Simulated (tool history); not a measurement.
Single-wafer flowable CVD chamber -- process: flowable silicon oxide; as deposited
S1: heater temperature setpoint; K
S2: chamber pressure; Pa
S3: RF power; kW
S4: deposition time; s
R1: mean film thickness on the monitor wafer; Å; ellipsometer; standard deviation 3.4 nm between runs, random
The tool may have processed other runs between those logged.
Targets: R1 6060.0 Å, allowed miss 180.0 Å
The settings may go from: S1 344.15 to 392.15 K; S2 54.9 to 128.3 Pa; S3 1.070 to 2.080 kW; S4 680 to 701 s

run	day	S1	S2	S3	S4	R1
1	0.000	368.15	91.6	1.575	680	3810.0
2	0.112	368.15	91.6	1.575	680	3785.2
3	0.371	368.15	91.6	1.575	701	3915.7
4	0.583	368.15	91.6	1.380	701	3710.3
5	0.667	365.15	91.7	1.380	701	4098.1
6	0.758	365.15	91.7	1.160	701	3775.2
7	0.858	353.15	92.4	1.160	701	5244.1
8	1.125	352.15	92.4	1.160	701	5416.6
9	1.346	352.15	92.4	1.160	701	5374.1
10	1.525	351.15	92.4	1.160	701	5546.5
11	1.633	350.15	92.4	1.160	701	5613.9

Exactly one of the 5 candidate moves below puts every result within its allowed miss. Which one?
A	1.742	348.15	89.9	1.070	699	?
B	1.742	350.15	86.5	1.315	701	?
C	1.742	352.15	104.0	1.155	701	?
D	1.742	354.15	95.9	1.145	680	?
E	1.742	350.15	90.7	1.200	698	?

move	R1
A	5478.5
B	5630.3
C	6006.3
D	5078.9
E	5603.7
A: the biggest miss grows against the last run
B: roughly where the last run was
C: all results land within tolerance of their targets
D: the biggest miss grows against the last run
E: roughly where the last run was
Correct choice: C, which meets every target

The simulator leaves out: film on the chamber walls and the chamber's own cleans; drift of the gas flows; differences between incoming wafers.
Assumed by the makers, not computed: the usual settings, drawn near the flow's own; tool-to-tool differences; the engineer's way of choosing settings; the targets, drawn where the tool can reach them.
